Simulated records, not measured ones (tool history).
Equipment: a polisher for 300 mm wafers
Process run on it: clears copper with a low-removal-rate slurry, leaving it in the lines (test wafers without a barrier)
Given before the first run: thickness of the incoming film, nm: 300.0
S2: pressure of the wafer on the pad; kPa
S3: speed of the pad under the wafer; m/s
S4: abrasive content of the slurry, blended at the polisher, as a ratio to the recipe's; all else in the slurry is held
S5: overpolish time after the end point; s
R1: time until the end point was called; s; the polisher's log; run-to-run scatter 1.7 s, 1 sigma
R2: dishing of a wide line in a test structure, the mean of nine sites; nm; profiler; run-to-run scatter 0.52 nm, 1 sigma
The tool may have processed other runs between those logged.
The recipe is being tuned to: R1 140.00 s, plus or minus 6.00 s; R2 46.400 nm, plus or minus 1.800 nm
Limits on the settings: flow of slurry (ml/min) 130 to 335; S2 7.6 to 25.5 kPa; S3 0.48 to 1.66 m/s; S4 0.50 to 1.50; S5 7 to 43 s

run 1 hour=0.0 | flow_of_slurry_(ml/min)=215 S2=16.5 S3=1.06 S4=1.00 S5=22 | R1=109.50 R2=39.390
run 2 hour=1.1 | flow_of_slurry_(ml/min)=215 S2=15.9 S3=1.06 S4=1.00 S5=23 | R1=113.00 R2=39.953
run 3 hour=8.7 | flow_of_slurry_(ml/min)=215 S2=15.2 S3=1.06 S4=1.00 S5=24 | R1=116.42 R2=38.916
run 4 hour=15.0 | flow_of_slurry_(ml/min)=215 S2=15.2 S3=1.06 S4=0.90 S5=24 | R1=121.34 R2=38.249
run 5 hour=20.6 | flow_of_slurry_(ml/min)=215 S2=17.2 S3=1.06 S4=0.90 S5=24 | R1=106.60 R2=42.273
run 6 hour=22.0 | flow_of_slurry_(ml/min)=215 S2=17.2 S3=0.96 S4=0.90 S5=24 | R1=112.87 R2=40.710
run 7 hour=27.0 | flow_of_slurry_(ml/min)=215 S2=16.5 S3=0.96 S4=0.90 S5=25 | R1=116.55 R2=40.297
run 8 hour=28.2 | flow_of_slurry_(ml/min)=215 S2=15.9 S3=0.96 S4=0.90 S5=26 | R1=121.59 R2=41.230
run 9 hour=34.2 | flow_of_slurry_(ml/min)=215 S2=15.2 S3=0.96 S4=0.90 S5=27 | R1=130.91 R2=39.385
run 10 hour=40.4 | flow_of_slurry_(ml/min)=215 S2=15.2 S3=0.96 S4=0.90 S5=28 | R1=128.56 R2=41.287
run 11 hour=47.9 | flow_of_slurry_(ml/min)=200 S2=13.8 S3=0.94 S4=0.90 S5=34 | R1=142.63 R2=42.343
run 12 hour=54.5 | flow_of_slurry_(ml/min)=205 S2=13.8 S3=0.94 S4=0.90 S5=34 | R1=140.83 R2=42.918
run 13 hour=58.1 | flow_of_slurry_(ml/min)=215 S2=13.8 S3=0.94 S4=0.90 S5=35 | R1=139.32 R2=44.380

Exactly one of the 4 candidate moves below puts every result within its allowed miss. Which one?
run A hour=61.7 | flow_of_slurry_(ml/min)=280 S2=14.5 S3=0.74 S4=1.00 S5=33 | R1=? R2=?
run B hour=61.7 | flow_of_slurry_(ml/min)=230 S2=13.8 S3=1.08 S4=0.75 S5=37 | R1=? R2=?
run C hour=61.7 | flow_of_slurry_(ml/min)=210 S2=13.1 S3=0.98 S4=0.90 S5=35 | R1=? R2=?
run D hour=61.7 | flow_of_slurry_(ml/min)=180 S2=15.2 S3=0.80 S4=0.95 S5=28 | R1=? R2=?

move=A R1=141.00 R2=42.300
move=B R1=134.92 R2=46.854
move=C R1=142.64 R2=43.296
move=D R1=139.39 R2=38.040
A: moves away from the targets compared with the last run
B: every result within its allowed miss
C: moves away from the targets compared with the last run
D: moves away from the targets compared with the last run
B meets every target.
